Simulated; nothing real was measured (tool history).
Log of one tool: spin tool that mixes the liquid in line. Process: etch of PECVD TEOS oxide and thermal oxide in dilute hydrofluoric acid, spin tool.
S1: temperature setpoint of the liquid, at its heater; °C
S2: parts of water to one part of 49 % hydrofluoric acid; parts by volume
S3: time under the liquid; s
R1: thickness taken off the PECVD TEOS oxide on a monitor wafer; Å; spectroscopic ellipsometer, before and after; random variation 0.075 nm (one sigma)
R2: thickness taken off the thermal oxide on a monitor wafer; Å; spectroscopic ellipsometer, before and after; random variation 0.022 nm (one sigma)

{"run": 1, "day": 0.0, "S1": 22, "S2": 155, "S3": 135, "R1": 158.15, "R2": 35.026}
{"run": 2, "day": 0.15, "S1": 21, "S2": 165, "S3": 135, "R1": 142.53, "R2": 31.112}
{"run": 3, "day": 0.283, "S1": 20.5, "S2": 175, "S3": 135, "R1": 129.47, "R2": 29.077}
{"run": 4, "day": 0.367, "S1": 20.5, "S2": 175, "S3": 185, "R1": 178.09, "R2": 38.762}
{"run": 5, "day": 0.438, "S1": 19.5, "S2": 190, "S3": 185, "R1": 152.4, "R2": 34.36}
{"run": 6, "day": 0.792, "S1": 19.5, "S2": 205, "S3": 185, "R1": 143.48, "R2": 30.672}
{"run": 7, "day": 0.988, "S1": 19, "S2": 215, "S3": 180, "R1": 127.33, "R2": 28.081}

Run 8 comes next. What will it give?
{"run": 8, "day": 1.254, "S1": 18.5, "S2": 225, "S3": 180, "R1": "?", "R2": "?"}

R1: 120.62 Å
R2: 26.318 Å
